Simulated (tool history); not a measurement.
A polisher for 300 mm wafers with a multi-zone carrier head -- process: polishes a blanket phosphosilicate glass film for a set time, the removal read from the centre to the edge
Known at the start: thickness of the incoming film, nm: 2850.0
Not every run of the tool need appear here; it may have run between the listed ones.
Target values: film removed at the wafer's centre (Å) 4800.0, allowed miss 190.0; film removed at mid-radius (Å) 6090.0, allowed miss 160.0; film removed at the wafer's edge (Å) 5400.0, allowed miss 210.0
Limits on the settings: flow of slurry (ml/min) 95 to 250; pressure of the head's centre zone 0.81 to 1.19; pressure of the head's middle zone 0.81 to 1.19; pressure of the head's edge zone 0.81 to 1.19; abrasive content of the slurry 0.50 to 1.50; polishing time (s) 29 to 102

| run | hour | flow of slurry (ml/min) | pressure of the head's centre zone | pressure of the head's middle zone | pressure of the head's edge zone | abrasive content of the slurry | polishing time (s) | film removed at the wafer's centre (Å) | film removed at mid-radius (Å) | film removed at the wafer's edge (Å) |
|---|---|---|---|---|---|---|---|---|---|---|
| 1 | 0.0 | 160 | 1.00 | 1.00 | 1.00 | 1.00 | 65 | 6421.1 | 6665.0 | 6568.2 |
| 2 | 3.7 | 160 | 1.00 | 0.94 | 1.00 | 1.00 | 65 | 6346.2 | 6345.4 | 6585.0 |
| 3 | 9.8 | 155 | 0.97 | 0.95 | 0.97 | 0.95 | 65 | 5973.1 | 6175.5 | 6431.8 |
| 4 | 11.6 | 155 | 0.96 | 0.98 | 0.95 | 0.90 | 65 | 5703.5 | 6022.0 | 5987.0 |
| 5 | 12.1 | 150 | 0.94 | 1.00 | 0.94 | 0.90 | 65 | 5687.0 | 6043.3 | 6028.7 |
| 6 | 17.2 | 150 | 0.94 | 1.00 | 0.97 | 0.90 | 65 | 5491.4 | 6030.8 | 5986.4 |
| 7 | 22.5 | 145 | 0.93 | 1.02 | 0.97 | 0.90 | 65 | 5562.9 | 6108.2 | 6017.0 |
| 8 | 28.8 | 145 | 0.91 | 1.04 | 0.96 | 0.90 | 65 | 5418.9 | 6340.3 | 6045.0 |
| 9 | 32.8 | 140 | 0.90 | 1.05 | 0.94 | 0.90 | 65 | 5331.1 | 6271.3 | 5851.5 |
| 10 | 36.7 | 105 | 0.83 | 1.09 | 0.89 | 0.90 | 65 | 4430.1 | 5908.4 | 5317.5 |

Which one of the following 4 next-run settings gets every result inside its allowed miss? There is exactly one.
| A | 40.6 | 125 | 0.89 | 1.05 | 0.89 | 0.85 | 64 | ? | ? | ? |
| B | 40.6 | 110 | 0.88 | 1.10 | 0.85 | 0.85 | 68 | ? | ? | ? |
| C | 40.6 | 150 | 0.95 | 1.19 | 0.81 | 0.85 | 58 | ? | ? | ? |
| D | 40.6 | 100 | 0.92 | 1.03 | 0.87 | 0.85 | 70 | ? | ? | ? |

| move | film removed at the wafer's centre (Å) | film removed at mid-radius (Å) | film removed at the wafer's edge (Å) |
|---|---|---|---|
| A | 4871.4 | 5782.9 | 5297.6 |
| B | 4917.9 | 6156.9 | 5404.9 |
| C | 4922.4 | 6062.9 | 4792.0 |
| D | 5085.6 | 5823.4 | 5495.5 |
A: puts the biggest miss on target and leaves a different result outside tolerance
B: all results in spec
C: puts the biggest miss on target and leaves a different result outside tolerance
D: pushes the last run's worst result past its target
So the answer is move B, the one that meets all the targets.
